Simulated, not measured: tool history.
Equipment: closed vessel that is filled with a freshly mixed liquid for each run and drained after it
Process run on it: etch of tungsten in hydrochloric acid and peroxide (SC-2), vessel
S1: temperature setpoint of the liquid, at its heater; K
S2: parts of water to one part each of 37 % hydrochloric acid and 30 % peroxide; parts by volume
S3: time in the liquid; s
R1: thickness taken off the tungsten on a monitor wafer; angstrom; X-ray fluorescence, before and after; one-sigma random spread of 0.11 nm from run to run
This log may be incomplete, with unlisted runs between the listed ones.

run  hour      S1  S2  S3      R1
  1     0  334.15   7  85   800.6
  2   8.2  334.15   8  85  724.88
  3  12.3  327.15   8  85  461.57
  4  13.6  322.15   8  85  332.32
  5  21.2  322.15   8  95  369.04
  6    27  325.65   8  95  464.32
  7  31.2  324.15   8  95  423.82
  8  36.2  323.15   8  95  394.86
  9  41.6  322.65   8  95  382.67
 10  49.4  322.15   8  95  371.28

Run 11 has not been measured yet. What should we expect?
 11  53.3  321.65   8  95   ?

{"run 11": {"R1": 358.49}}

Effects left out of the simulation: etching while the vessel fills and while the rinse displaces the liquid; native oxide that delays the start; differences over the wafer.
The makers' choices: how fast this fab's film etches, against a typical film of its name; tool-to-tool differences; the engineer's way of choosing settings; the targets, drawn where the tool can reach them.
